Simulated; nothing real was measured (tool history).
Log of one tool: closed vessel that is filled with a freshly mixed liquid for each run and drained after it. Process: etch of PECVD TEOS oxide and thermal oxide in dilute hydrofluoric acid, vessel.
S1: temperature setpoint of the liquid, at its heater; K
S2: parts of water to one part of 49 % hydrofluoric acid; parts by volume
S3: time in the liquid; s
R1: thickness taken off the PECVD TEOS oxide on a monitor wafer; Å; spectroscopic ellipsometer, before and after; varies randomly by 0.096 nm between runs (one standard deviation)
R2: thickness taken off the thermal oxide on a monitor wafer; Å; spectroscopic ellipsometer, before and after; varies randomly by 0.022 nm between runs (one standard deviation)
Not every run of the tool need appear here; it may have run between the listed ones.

run,hour,S1,S2,S3,R1,R2
1,0.0,295.15,170,580,265.31,130.830
2,8.0,295.15,200,580,219.89,107.590
3,9.3,295.15,235,580,180.98,88.329
4,13.8,294.15,240,580,170.76,83.261
5,22.2,294.15,240,380,111.96,54.293
6,30.2,294.15,240,565,166.02,80.955
7,35.0,293.15,245,565,154.24,76.058

The next listed run, before its measurement:
8,40.5,293.15,250,565,?,?

R1: 153.38 Å
R2: 74.162 Å

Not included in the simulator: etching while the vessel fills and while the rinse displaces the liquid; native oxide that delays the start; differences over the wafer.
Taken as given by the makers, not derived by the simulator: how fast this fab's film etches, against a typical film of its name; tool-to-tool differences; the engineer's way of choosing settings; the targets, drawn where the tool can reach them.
